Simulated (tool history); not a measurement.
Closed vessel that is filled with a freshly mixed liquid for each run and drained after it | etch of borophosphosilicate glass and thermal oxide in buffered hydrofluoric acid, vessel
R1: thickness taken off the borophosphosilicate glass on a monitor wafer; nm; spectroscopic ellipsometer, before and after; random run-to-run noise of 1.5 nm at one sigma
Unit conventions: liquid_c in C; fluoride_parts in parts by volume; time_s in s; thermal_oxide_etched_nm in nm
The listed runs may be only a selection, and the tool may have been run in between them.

Run 1, hour 0: liquid_c 21 C, fluoride_parts 16.5 parts by volume, time_s 60 s. Result: R1 86.274 nm, thermal_oxide_etched_nm 38.089 nm.
Run 2, hour 2.2: liquid_c 23.5 C, fluoride_parts 16.5 parts by volume, time_s 60 s. Result: R1 98.344 nm, thermal_oxide_etched_nm 44.065 nm.
Run 3, hour 8.1: liquid_c 25.5 C, fluoride_parts 16.5 parts by volume, time_s 60 s. Result: R1 107.04 nm, thermal_oxide_etched_nm 47.894 nm.
Run 4, hour 13.3: liquid_c 25.5 C, fluoride_parts 16.5 parts by volume, time_s 45 s. Result: R1 80.669 nm, thermal_oxide_etched_nm 36.322 nm.
Run 5, hour 14.5: liquid_c 25.5 C, fluoride_parts 16.5 parts by volume, time_s 60 s. Result: R1 108.89 nm, thermal_oxide_etched_nm 48.202 nm.
Run 6, hour 17.8: liquid_c 25.5 C, fluoride_parts 14.5 parts by volume, time_s 60 s. Result: R1 125.19 nm, thermal_oxide_etched_nm 53.318 nm.
Run 7, hour 20.4: liquid_c 26.5 C, fluoride_parts 14.5 parts by volume, time_s 60 s. Result: R1 130.74 nm, thermal_oxide_etched_nm 57.797 nm.
Run 8, hour 27.8: liquid_c 27.5 C, fluoride_parts 11.5 parts by volume, time_s 60 s. Result: R1 175.18 nm, thermal_oxide_etched_nm 76.139 nm.
Run 9, hour 28.8: liquid_c 27 C, fluoride_parts 11.5 parts by volume, time_s 60 s. Result: R1 168.73 nm, thermal_oxide_etched_nm 75.151 nm.

What will run 10 give?
Run 10, hour 35.4: liquid_c 26.5 C, fluoride_parts 11.5 parts by volume, time_s 60 s. Result: R1 ?, thermal_oxide_etched_nm ?.

Logged for run 10: R1 166.05 nm, thermal_oxide_etched_nm 72.535 nm.

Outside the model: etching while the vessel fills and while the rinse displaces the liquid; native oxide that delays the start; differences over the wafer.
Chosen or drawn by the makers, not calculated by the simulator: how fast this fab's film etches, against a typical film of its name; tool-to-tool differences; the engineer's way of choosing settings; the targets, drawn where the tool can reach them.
